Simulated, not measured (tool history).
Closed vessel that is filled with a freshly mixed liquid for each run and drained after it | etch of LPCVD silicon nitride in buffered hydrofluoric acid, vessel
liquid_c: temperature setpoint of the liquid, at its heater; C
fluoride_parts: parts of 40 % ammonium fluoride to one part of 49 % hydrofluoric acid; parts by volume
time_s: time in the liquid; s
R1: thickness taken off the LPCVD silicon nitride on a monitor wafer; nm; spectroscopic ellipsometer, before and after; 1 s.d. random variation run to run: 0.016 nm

{"run": 1, "hour": 0.0, "liquid_c": 22, "fluoride_parts": 23.5, "time_s": 430, "R1": 2.6283}
{"run": 2, "hour": 1.9, "liquid_c": 22, "fluoride_parts": 23.5, "time_s": 430, "R1": 2.6751}
{"run": 3, "hour": 11.1, "liquid_c": 24.5, "fluoride_parts": 23.5, "time_s": 430, "R1": 3.0326}
{"run": 4, "hour": 18.1, "liquid_c": 21.5, "fluoride_parts": 23.5, "time_s": 430, "R1": 2.6056}
{"run": 5, "hour": 25.4, "liquid_c": 21.5, "fluoride_parts": 19, "time_s": 430, "R1": 3.0451}
{"run": 6, "hour": 34.9, "liquid_c": 21.5, "fluoride_parts": 24, "time_s": 430, "R1": 2.559}
{"run": 7, "hour": 44.2, "liquid_c": 21.5, "fluoride_parts": 24, "time_s": 430, "R1": 2.572}
{"run": 8, "hour": 53.5, "liquid_c": 20, "fluoride_parts": 24.5, "time_s": 430, "R1": 2.284}
{"run": 9, "hour": 55.9, "liquid_c": 19.5, "fluoride_parts": 24.5, "time_s": 430, "R1": 2.245}
{"run": 10, "hour": 57.5, "liquid_c": 19, "fluoride_parts": 24.5, "time_s": 430, "R1": 2.1933}

Estimate the outcome of run 11 from the log above:
{"run": 11, "hour": 59.1, "liquid_c": 18.5, "fluoride_parts": 24.5, "time_s": 430, "R1": "?"}

{"run 11": {"R1": 2.138}}

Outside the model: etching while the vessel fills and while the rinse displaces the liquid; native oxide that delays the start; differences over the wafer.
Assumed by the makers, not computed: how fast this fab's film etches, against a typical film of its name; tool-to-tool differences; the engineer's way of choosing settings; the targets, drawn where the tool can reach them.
